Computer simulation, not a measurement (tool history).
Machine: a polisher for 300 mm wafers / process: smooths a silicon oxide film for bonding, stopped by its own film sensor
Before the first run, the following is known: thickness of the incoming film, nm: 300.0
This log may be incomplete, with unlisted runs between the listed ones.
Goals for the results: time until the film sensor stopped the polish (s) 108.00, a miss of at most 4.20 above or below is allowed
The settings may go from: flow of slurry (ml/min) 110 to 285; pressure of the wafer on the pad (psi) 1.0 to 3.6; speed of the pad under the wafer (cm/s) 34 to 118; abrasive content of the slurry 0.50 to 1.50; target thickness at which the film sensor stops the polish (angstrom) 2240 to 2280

run,hour,flow of slurry (ml/min),pressure of the wafer on the pad (psi),speed of the pad under the wafer (cm/s),abrasive content of the slurry,target thickness at which the film sensor stops the polish (angstrom),time until the film sensor stopped the polish (s)
1,0.0,180,2.3,76,1.00,2280,134.42
2,3.3,180,2.3,76,0.80,2280,143.31
3,4.2,205,2.3,76,0.80,2280,140.68
4,11.3,230,2.3,76,0.80,2280,137.33
5,17.6,230,2.6,76,0.80,2280,125.62
6,20.4,230,2.6,60,0.80,2280,152.47
# hour 24.1: worn pad replaced by a new one
7,24.1,230,2.9,60,0.80,2280,131.66
8,26.8,230,3.0,60,0.80,2280,124.81

5 next moves are on the table. One of them brings every result within its allowed miss. Which?
A,29.5,225,3.2,66,0.80,2280,?
B,29.5,190,2.4,68,0.80,2240,?
C,29.5,200,2.9,60,0.90,2270,?
D,29.5,270,2.7,54,0.85,2270,?
E,29.5,240,2.9,56,0.90,2270,?

move,time until the film sensor stopped the polish (s)
A,107.67
B,146.75
C,125.48
D,143.15
E,129.53
A: all results land within tolerance of their targets
B: its largest miss is bigger than the last run's
C: as far off as the last run
D: its largest miss is bigger than the last run's
E: its largest miss is bigger than the last run's
A is the move that brings every result within its allowed miss.
